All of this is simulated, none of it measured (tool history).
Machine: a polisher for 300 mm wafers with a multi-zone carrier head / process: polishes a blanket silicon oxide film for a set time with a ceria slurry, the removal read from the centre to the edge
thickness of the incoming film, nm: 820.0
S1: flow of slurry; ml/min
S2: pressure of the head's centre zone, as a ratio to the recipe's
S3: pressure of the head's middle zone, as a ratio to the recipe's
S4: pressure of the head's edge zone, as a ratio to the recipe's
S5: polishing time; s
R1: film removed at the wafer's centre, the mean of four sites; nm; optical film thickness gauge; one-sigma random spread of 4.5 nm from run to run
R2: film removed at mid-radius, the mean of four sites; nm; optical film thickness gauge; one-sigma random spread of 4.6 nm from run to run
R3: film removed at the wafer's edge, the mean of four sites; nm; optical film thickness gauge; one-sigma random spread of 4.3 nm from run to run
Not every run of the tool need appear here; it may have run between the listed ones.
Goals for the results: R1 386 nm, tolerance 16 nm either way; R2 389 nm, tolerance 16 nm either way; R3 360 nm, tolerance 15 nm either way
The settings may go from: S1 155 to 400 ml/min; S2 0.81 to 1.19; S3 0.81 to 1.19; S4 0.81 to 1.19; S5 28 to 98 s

run,hour,S1,S2,S3,S4,S5,R1,R2,R3
1,0,255,1,1,1,63,320.34,282.77,287
2,3.6,255,1.06,1,1,63,338.23,284.42,284.62
3,10.5,255,0.98,1,1,63,309.92,281.45,283.5
4,17.6,255,0.98,1.02,1.01,64,316.06,294.02,286.75
5,22.3,255,0.98,1.02,1.05,64,318.98,285.78,290.31
6,31.2,255,0.98,1.02,1.11,64,310.91,293.26,309.19
7,39.5,295,1.08,1.12,1.17,71,399.19,361.42,358.34
8,44.1,295,1.07,1.13,1.17,71,386.87,354.55,345.73
# hour 50.7: centre zone pressure recalibrated
9,50.7,295,1.06,1.14,1.17,72,356.09,376.45,358.56

4 candidate next runs follow, results not yet known. Just one meets every target within its allowed miss. Identify it.
A,57.3,330,1,1.17,1.12,74,?,?,?
B,57.3,310,1.07,1.08,1.17,79,?,?,?
C,57.3,275,1.16,1.17,1.15,74,?,?,?
D,57.3,320,1.01,1.06,1.19,81,?,?,?

move,R1,R2,R3
A,346.4,397.35,364.16
B,393,393.45,396.25
C,393.92,389.57,363.84
D,381.46,398.38,411
A: lands further from the targets than the last run did
B: puts the biggest miss on target and leaves a different result outside tolerance
C: all results land within tolerance of their targets
D: puts the biggest miss on target and leaves a different result outside tolerance
Move C is the one to make.
